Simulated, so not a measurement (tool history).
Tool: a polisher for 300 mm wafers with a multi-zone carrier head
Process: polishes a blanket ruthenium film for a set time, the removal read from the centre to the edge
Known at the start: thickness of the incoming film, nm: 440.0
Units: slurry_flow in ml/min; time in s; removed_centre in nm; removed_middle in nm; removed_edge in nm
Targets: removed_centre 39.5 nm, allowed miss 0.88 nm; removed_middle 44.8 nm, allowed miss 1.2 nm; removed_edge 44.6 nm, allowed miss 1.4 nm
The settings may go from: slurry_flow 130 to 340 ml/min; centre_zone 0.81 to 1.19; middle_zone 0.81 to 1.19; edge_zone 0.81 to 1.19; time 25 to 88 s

Run 1, hour 0: slurry_flow 220 ml/min, centre_zone 1, middle_zone 1, edge_zone 1, time 56 s. Result: removed_centre 55.74 nm, removed_middle 58.632 nm, removed_edge 54.596 nm.
Run 2, hour 4.4: slurry_flow 220 ml/min, centre_zone 1, middle_zone 1.04, edge_zone 1, time 56 s. Result: removed_centre 55.803 nm, removed_middle 59.819 nm, removed_edge 54.713 nm.
Run 3, hour 8.4: slurry_flow 220 ml/min, centre_zone 0.93, middle_zone 1.04, edge_zone 1, time 56 s. Result: removed_centre 52.179 nm, removed_middle 59.562 nm, removed_edge 54.3 nm.
Run 4, hour 11.8: slurry_flow 220 ml/min, centre_zone 0.93, middle_zone 1.01, edge_zone 1, time 56 s. Result: removed_centre 52.023 nm, removed_middle 57.95 nm, removed_edge 55.752 nm.
Run 5, hour 19.5: slurry_flow 220 ml/min, centre_zone 0.93, middle_zone 1.01, edge_zone 1.07, time 56 s. Result: removed_centre 52.395 nm, removed_middle 58.737 nm, removed_edge 56.787 nm.
Run 6, hour 27.4: slurry_flow 210 ml/min, centre_zone 0.91, middle_zone 1, edge_zone 1.03, time 54 s. Result: removed_centre 48.362 nm, removed_middle 54.542 nm, removed_edge 53.662 nm.
Run 7, hour 34.6: slurry_flow 200 ml/min, centre_zone 0.9, middle_zone 0.99, edge_zone 1, time 53 s. Result: removed_centre 47.304 nm, removed_middle 53.481 nm, removed_edge 51.266 nm.
Run 8, hour 36.3: slurry_flow 200 ml/min, centre_zone 0.9, middle_zone 0.99, edge_zone 1, time 53 s. Result: removed_centre 47.307 nm, removed_middle 53.684 nm, removed_edge 51.453 nm.
Run 9, hour 44.2: slurry_flow 190 ml/min, centre_zone 0.88, middle_zone 0.97, edge_zone 0.98, time 52 s. Result: removed_centre 44.823 nm, removed_middle 51.487 nm, removed_edge 50.169 nm.
Run 10, hour 45.7: slurry_flow 170 ml/min, centre_zone 0.84, middle_zone 0.88, edge_zone 0.88, time 48 s. Result: removed_centre 38.985 nm, removed_middle 43.326 nm, removed_edge 44.289 nm.
Run 11, hour 54.3: slurry_flow 175 ml/min, centre_zone 0.84, middle_zone 0.88, edge_zone 0.88, time 48 s. Result: removed_centre 39.076 nm, removed_middle 42.832 nm, removed_edge 43.347 nm.

Which of these 4 next moves meets every target?
Run A, hour 62.9: slurry_flow 140 ml/min, centre_zone 0.85, middle_zone 0.92, edge_zone 0.9, time 50 s. Result: removed_centre ?, removed_middle ?, removed_edge ?.
Run B, hour 62.9: slurry_flow 195 ml/min, centre_zone 0.89, middle_zone 0.95, edge_zone 0.89, time 44 s. Result: removed_centre ?, removed_middle ?, removed_edge ?.
Run C, hour 62.9: slurry_flow 210 ml/min, centre_zone 0.91, middle_zone 0.94, edge_zone 0.92, time 44 s. Result: removed_centre ?, removed_middle ?, removed_edge ?.
Run D, hour 62.9: slurry_flow 145 ml/min, centre_zone 0.81, middle_zone 0.87, edge_zone 0.89, time 50 s. Result: removed_centre ?, removed_middle ?, removed_edge ?.

move  removed_centre  removed_middle  removed_edge
   A          39.533          45.257        45.232
   B          38.346          42.785        40.913
   C          39.603          42.779        41.821
   D          37.865          43.443        45.202
A: meets every target
B: further off than the last run
C: further off than the last run
D: further off than the last run
The right move is A.

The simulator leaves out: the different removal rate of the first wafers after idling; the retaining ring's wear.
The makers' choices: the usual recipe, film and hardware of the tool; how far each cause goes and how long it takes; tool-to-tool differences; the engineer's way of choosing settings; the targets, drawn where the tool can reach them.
